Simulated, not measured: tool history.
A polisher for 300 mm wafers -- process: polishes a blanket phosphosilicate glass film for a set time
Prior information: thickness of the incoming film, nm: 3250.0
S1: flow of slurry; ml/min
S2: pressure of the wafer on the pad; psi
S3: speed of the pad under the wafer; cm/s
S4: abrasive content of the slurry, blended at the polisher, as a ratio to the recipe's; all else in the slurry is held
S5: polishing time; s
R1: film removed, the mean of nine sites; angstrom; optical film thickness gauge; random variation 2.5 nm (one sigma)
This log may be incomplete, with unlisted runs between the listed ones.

run  hour   S1   S2   S3   S4   S5      R1
  1     0  135    2  116    1  103  5889.8
  2   2.9  135  2.5  116    1  103  7351.1
  3   8.6  135  2.5  116  1.1  103  7904.4
  4  11.9  130  2.1  114  1.1  103  6478.2
  5  16.8  125  1.8  110  1.1  103  5404.8
  6  22.6  100  1.8  110  1.1  103  5174.1
  7  25.1  100  1.6  110  1.1  103  4595.5
  8  26.6   95  1.5  110  1.1  103  4342.6
  9    35   95  1.4  110  1.1  103  4000.8
 10  37.4   95  1.3  110  1.1  103  3771.1

Expected results for the next run?
 11  40.2  90  1.2  110  1.1  103   ?

R1: 3453.7 angstrom

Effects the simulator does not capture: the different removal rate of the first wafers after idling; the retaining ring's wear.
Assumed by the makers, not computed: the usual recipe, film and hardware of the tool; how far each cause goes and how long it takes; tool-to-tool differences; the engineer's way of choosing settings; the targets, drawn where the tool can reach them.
